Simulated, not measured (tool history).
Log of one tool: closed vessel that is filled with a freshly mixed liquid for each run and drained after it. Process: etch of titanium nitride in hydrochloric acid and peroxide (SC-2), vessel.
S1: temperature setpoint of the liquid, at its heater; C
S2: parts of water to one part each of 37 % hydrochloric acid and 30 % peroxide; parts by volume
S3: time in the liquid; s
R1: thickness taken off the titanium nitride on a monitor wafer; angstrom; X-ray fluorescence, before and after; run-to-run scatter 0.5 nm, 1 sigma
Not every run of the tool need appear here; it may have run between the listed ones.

Run 1, hour 0: S1 55 C, S2 8.5 parts by volume, S3 2115 s. Result: R1 531.28 angstrom.
Run 2, hour 7.1: S1 55 C, S2 8.5 parts by volume, S3 2115 s. Result: R1 528.69 angstrom.
Run 3, hour 12.8: S1 56 C, S2 8.5 parts by volume, S3 2115 s. Result: R1 566.78 angstrom.
Run 4, hour 17.2: S1 56 C, S2 5.5 parts by volume, S3 2115 s. Result: R1 794.49 angstrom.
Run 5, hour 20.5: S1 56 C, S2 4 parts by volume, S3 2115 s. Result: R1 990.98 angstrom.
Run 6, hour 24.7: S1 56 C, S2 4 parts by volume, S3 2115 s. Result: R1 996.83 angstrom.

What will run 7 give?
Run 7, hour 28.6: S1 50 C, S2 4 parts by volume, S3 2115 s. Result: R1 ?.

R1: 670.87 angstrom
